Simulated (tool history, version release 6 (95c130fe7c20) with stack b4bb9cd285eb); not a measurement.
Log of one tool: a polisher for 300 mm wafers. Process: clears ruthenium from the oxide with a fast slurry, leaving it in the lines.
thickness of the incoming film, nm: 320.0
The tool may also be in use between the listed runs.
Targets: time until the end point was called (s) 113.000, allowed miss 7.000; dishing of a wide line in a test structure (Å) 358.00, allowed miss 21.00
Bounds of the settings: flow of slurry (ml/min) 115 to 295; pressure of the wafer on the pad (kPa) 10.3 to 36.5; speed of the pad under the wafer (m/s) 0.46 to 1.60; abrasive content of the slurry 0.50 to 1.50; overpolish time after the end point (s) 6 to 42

run,hour,flow of slurry (ml/min),pressure of the wafer on the pad (kPa),speed of the pad under the wafer (m/s),abrasive content of the slurry,overpolish time after the end point (s),time until the end point was called (s),dishing of a wide line in a test structure (Å)
1,0.0,190,23.4,1.02,1.00,21,63.979,555.41
2,1.0,190,23.4,0.82,1.00,21,73.453,505.51
3,9.2,190,23.4,0.82,0.80,21,84.749,471.17
4,11.4,190,23.4,0.82,0.70,21,87.962,448.97
5,19.8,190,20.0,0.82,0.70,21,106.020,405.18
6,21.6,190,20.0,0.82,0.70,13,107.440,277.51
7,22.5,190,20.0,0.82,0.70,14,102.940,301.91
8,26.6,190,19.3,0.82,0.70,15,109.070,313.32
9,33.8,190,19.3,0.82,0.70,16,111.290,323.73

4 next moves are on the table. One of them brings every result within its allowed miss. Which?
A,41.0,135,20.0,0.80,0.70,16,?,?
B,41.0,235,22.8,0.86,0.55,17,?,?
C,41.0,195,17.9,0.92,0.80,14,?,?
D,41.0,230,17.9,0.90,0.65,19,?,?

move,time until the end point was called (s),dishing of a wide line in a test structure (Å)
A,116.180,318.40
B,103.790,363.40
C,100.960,320.11
D,113.490,369.32
A: further off than the last run
B: brings the result that was furthest off to its target, and leaves another outside
C: further off than the last run
D: meets every target
Answer: D
